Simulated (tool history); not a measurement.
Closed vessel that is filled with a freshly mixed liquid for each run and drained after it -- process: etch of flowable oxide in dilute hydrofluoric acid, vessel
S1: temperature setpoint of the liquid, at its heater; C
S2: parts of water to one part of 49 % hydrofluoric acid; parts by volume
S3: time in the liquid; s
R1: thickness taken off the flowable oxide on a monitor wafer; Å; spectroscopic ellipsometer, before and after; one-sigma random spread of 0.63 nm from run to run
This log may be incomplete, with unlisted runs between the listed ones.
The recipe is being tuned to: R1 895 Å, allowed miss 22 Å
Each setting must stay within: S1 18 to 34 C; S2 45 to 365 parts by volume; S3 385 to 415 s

run,hour,S1,S2,S3,R1
1,0,26,205,385,628.81
2,1.2,24.5,205,385,592.95
3,5.3,24.5,165,385,783.42
4,10.3,24.5,165,385,774.96
5,12.8,24.5,130,385,1036.7
6,19.8,23.5,130,385,1004.9
7,28.3,22.5,130,385,963.62
8,36.8,22,130,385,944.53
9,45.1,21.5,130,385,923.33

4 next moves are on the table. One of them brings every result within its allowed miss. Which?
A,53.4,18,125,385,?
B,53.4,21,130,415,?
C,53.4,22,145,415,?
D,53.4,21,145,410,?

move,R1
A,835.16
B,970.66
C,888.61
D,844.45
A: pushes the last run's worst result past its target
B: its largest miss is bigger than the last run's
C: all results land within tolerance of their targets
D: pushes the last run's worst result past its target
C meets every target.

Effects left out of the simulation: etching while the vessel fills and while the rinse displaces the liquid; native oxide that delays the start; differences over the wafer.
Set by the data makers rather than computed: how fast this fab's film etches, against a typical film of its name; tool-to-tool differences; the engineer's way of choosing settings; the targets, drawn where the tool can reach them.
